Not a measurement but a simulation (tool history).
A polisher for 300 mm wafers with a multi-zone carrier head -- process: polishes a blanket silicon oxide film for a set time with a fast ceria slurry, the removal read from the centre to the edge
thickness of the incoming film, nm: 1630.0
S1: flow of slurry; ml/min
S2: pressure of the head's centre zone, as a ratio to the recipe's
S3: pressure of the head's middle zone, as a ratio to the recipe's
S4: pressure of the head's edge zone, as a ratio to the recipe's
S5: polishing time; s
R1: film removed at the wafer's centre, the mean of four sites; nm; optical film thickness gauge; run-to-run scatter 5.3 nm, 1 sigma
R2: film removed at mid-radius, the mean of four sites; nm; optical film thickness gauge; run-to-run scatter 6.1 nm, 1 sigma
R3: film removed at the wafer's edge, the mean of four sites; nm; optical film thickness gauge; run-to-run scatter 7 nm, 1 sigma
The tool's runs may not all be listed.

| run | day | S1 | S2 | S3 | S4 | S5 | R1 | R2 | R3 |
|---|---|---|---|---|---|---|---|---|---|
| 1 | 0 | 135 | 1 | 1 | 1 | 26 | 556.41 | 564.37 | 559.76 |
| 2 | 0.038 | 135 | 1 | 1 | 1 | 30 | 644.33 | 664.1 | 666.8 |
| 3 | 0.104 | 130 | 0.99 | 0.97 | 1 | 29 | 592.14 | 603.2 | 642.65 |
| 4 | 0.183 | 130 | 0.99 | 0.97 | 1 | 25 | 526.26 | 510.63 | 545.42 |
| 5 | 0.275 | 130 | 0.99 | 0.97 | 1.07 | 25 | 537.3 | 509.84 | 560.59 |
|  | 0.462 | slurry nozzle cleaned |
| 6 | 0.462 | 130 | 1.04 | 0.97 | 1.07 | 25 | 582.9 | 546.39 | 593.41 |
| 7 | 0.7 | 130 | 1.03 | 0.96 | 1.05 | 25 | 572.18 | 546.19 | 582.04 |

Forecast run 8:
| 8 | 1 | 130 | 1.02 | 0.95 | 1.05 | 24 | ? | ? | ? |

{"run 8": {"R1": 547.76, "R2": 518.49, "R3": 566.3}}
